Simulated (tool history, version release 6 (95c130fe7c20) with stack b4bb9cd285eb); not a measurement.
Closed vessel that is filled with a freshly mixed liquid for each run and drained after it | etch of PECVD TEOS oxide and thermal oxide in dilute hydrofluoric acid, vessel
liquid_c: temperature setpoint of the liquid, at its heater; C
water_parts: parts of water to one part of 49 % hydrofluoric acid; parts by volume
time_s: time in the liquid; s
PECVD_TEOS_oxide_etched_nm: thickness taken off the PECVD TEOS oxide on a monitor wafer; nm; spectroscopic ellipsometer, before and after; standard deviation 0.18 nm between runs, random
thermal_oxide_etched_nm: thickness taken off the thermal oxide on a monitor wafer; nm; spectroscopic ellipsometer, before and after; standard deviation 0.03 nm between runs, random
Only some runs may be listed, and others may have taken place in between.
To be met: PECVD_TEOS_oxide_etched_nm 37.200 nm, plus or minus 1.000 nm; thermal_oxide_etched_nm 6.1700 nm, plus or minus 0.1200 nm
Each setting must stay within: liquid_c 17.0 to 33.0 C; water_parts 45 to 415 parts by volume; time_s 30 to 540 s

| run | hour | liquid_c | water_parts | time_s | PECVD_TEOS_oxide_etched_nm | thermal_oxide_etched_nm |
|---|---|---|---|---|---|---|
| 1 | 0.0 | 25.0 | 230 | 275 | 28.548 | 4.6963 |
| 2 | 9.4 | 27.0 | 230 | 275 | 30.939 | 5.0688 |
| 3 | 17.1 | 28.5 | 230 | 275 | 32.233 | 5.2967 |
| 4 | 18.2 | 25.0 | 230 | 275 | 28.400 | 4.7016 |
| 5 | 26.3 | 25.0 | 270 | 275 | 23.303 | 3.8154 |
| 6 | 33.4 | 27.0 | 260 | 275 | 25.995 | 4.3422 |
| 7 | 35.4 | 28.5 | 250 | 275 | 29.058 | 4.8349 |
| 8 | 38.2 | 29.5 | 245 | 275 | 31.015 | 5.0956 |
| 9 | 40.4 | 32.0 | 220 | 275 | 38.448 | 6.2747 |

Consider the 4 candidate settings below. Which is the only one whose results all fall within their allowed miss of target?
| A | 42.6 | 33.0 | 220 | 245 | ? | ? |
| B | 42.6 | 33.0 | 285 | 365 | ? | ? |
| C | 42.6 | 32.5 | 220 | 280 | ? | ? |
| D | 42.6 | 33.0 | 170 | 195 | ? | ? |

| move | PECVD_TEOS_oxide_etched_nm | thermal_oxide_etched_nm |
|---|---|---|
| A | 35.209 | 5.8351 |
| B | 37.387 | 6.1961 |
| C | 39.581 | 6.5596 |
| D | 38.732 | 6.4191 |
A: the result that was furthest off in the last run now lies on the other side of its target
B: every result within its allowed miss
C: lands further from the targets than the last run did
D: lands further from the targets than the last run did
Answer: B

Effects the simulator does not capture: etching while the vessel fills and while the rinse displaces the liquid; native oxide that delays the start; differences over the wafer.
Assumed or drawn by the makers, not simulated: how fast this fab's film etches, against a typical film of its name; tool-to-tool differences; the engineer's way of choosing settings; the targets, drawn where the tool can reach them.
